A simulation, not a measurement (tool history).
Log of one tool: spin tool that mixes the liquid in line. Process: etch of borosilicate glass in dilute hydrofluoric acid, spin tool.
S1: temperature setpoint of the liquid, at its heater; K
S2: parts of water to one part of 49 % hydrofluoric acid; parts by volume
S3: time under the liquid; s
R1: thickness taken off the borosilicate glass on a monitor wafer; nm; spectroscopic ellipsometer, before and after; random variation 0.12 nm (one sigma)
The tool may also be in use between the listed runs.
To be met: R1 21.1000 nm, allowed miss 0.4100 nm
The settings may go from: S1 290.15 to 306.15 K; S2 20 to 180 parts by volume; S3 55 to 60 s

Run 1, hour 0.0: S1 298.15 K, S2 100 parts by volume, S3 55 s. Result: R1 11.7230 nm.
Run 2, hour 6.1: S1 298.15 K, S2 85 parts by volume, S3 55 s. Result: R1 14.0050 nm.
Run 3, hour 13.8: S1 298.15 K, S2 115 parts by volume, S3 55 s. Result: R1 9.9792 nm.
Run 4, hour 19.7: S1 298.15 K, S2 130 parts by volume, S3 55 s. Result: R1 8.6843 nm.
Run 5, hour 22.6: S1 295.65 K, S2 130 parts by volume, S3 55 s. Result: R1 7.8235 nm.
Run 6, hour 30.3: S1 298.65 K, S2 130 parts by volume, S3 55 s. Result: R1 8.7591 nm.
Run 7, hour 35.3: S1 299.65 K, S2 120 parts by volume, S3 55 s. Result: R1 10.1070 nm.
Run 8, hour 38.8: S1 300.65 K, S2 115 parts by volume, S3 55 s. Result: R1 10.9760 nm.
Run 9, hour 42.1: S1 301.65 K, S2 110 parts by volume, S3 55 s. Result: R1 12.0680 nm.
Run 10, hour 44.3: S1 302.15 K, S2 105 parts by volume, S3 55 s. Result: R1 12.8280 nm.
Run 11, hour 51.1: S1 302.65 K, S2 100 parts by volume, S3 55 s. Result: R1 13.8430 nm.
Run 12, hour 56.8: S1 303.15 K, S2 95 parts by volume, S3 55 s. Result: R1 14.9750 nm.
Run 13, hour 59.6: S1 303.65 K, S2 90 parts by volume, S3 55 s. Result: R1 16.1520 nm.
Run 14, hour 64.1: S1 306.15 K, S2 70 parts by volume, S3 55 s. Result: R1 23.6580 nm.

Which of these 4 next moves meets every target?
Run A, hour 68.6: S1 306.15 K, S2 70 parts by volume, S3 60 s. Result: R1 ?.
Run B, hour 68.6: S1 304.65 K, S2 75 parts by volume, S3 60 s. Result: R1 ?.
Run C, hour 68.6: S1 305.15 K, S2 75 parts by volume, S3 55 s. Result: R1 ?.
Run D, hour 68.6: S1 304.65 K, S2 60 parts by volume, S3 55 s. Result: R1 ?.

move       R1
   A  25.7420
   B  22.5130
   C  21.0380
   D  26.3700
A: further off than the last run
B: nearer than the last run, and not there yet
C: meets every target
D: further off than the last run
Move C is the one to make.
